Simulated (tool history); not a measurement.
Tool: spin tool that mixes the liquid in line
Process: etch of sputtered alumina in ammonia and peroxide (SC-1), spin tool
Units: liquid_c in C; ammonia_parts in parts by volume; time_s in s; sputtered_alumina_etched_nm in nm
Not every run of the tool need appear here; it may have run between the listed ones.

Run 1, hour 0: liquid_c 47 C, ammonia_parts 0.55 parts by volume, time_s 80 s. Result: sputtered_alumina_etched_nm 3.7026 nm.
Run 2, hour 5.2: liquid_c 42.5 C, ammonia_parts 0.55 parts by volume, time_s 80 s. Result: sputtered_alumina_etched_nm 2.8804 nm.
Run 3, hour 7.2: liquid_c 38 C, ammonia_parts 0.55 parts by volume, time_s 80 s. Result: sputtered_alumina_etched_nm 2.1966 nm.
Run 4, hour 7.8: liquid_c 44 C, ammonia_parts 0.55 parts by volume, time_s 80 s. Result: sputtered_alumina_etched_nm 3.1242 nm.
Run 5, hour 14: liquid_c 41.5 C, ammonia_parts 0.55 parts by volume, time_s 80 s. Result: sputtered_alumina_etched_nm 2.7301 nm.
Run 6, hour 19.3: liquid_c 45.5 C, ammonia_parts 0.55 parts by volume, time_s 80 s. Result: sputtered_alumina_etched_nm 3.3903 nm.

What does the tool deliver on the next run?
Run 7, hour 23.1: liquid_c 48.5 C, ammonia_parts 0.55 parts by volume, time_s 80 s. Result: sputtered_alumina_etched_nm ?.

sputtered_alumina_etched_nm: 4.0238 nm
